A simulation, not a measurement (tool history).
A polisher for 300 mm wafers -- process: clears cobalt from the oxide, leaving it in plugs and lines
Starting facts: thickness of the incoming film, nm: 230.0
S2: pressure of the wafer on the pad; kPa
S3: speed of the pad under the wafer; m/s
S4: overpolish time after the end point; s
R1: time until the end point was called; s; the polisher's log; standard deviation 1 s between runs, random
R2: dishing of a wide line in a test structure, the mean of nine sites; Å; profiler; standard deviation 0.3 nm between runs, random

Run 1, hour 0.0: flow of slurry (ml/min) 170, S2 12.4 kPa, S3 1.12 m/s, S4 15 s. Result: R1 51.477 s, R2 238.56 Å.
Run 2, hour 8.6: flow of slurry (ml/min) 135, S2 12.4 kPa, S3 1.12 m/s, S4 15 s. Result: R1 53.043 s, R2 226.66 Å.
Run 3, hour 16.7: flow of slurry (ml/min) 125, S2 11.7 kPa, S3 1.12 m/s, S4 12 s. Result: R1 57.309 s, R2 208.66 Å.
Run 4, hour 25.1: flow of slurry (ml/min) 100, S2 11.7 kPa, S3 1.12 m/s, S4 12 s. Result: R1 61.479 s, R2 205.89 Å.
Run 5, hour 29.0: flow of slurry (ml/min) 100, S2 11.7 kPa, S3 0.92 m/s, S4 12 s. Result: R1 72.681 s, R2 192.24 Å.
Run 6, hour 31.8: flow of slurry (ml/min) 120, S2 11.7 kPa, S3 0.92 m/s, S4 12 s. Result: R1 71.407 s, R2 199.29 Å.
Run 7, hour 37.2: flow of slurry (ml/min) 120, S2 11.7 kPa, S3 0.92 m/s, S4 12 s. Result: R1 68.610 s, R2 194.25 Å.
Run 8, hour 43.5: flow of slurry (ml/min) 125, S2 13.1 kPa, S3 0.82 m/s, S4 10 s. Result: R1 71.363 s, R2 167.25 Å.

What will run 9 give?
Run 9, hour 46.6: flow of slurry (ml/min) 130, S2 13.8 kPa, S3 0.82 m/s, S4 10 s. Result: R1 ?, R2 ?.

Run 9 produced R1 68.281 s, R2 176.73 Å.

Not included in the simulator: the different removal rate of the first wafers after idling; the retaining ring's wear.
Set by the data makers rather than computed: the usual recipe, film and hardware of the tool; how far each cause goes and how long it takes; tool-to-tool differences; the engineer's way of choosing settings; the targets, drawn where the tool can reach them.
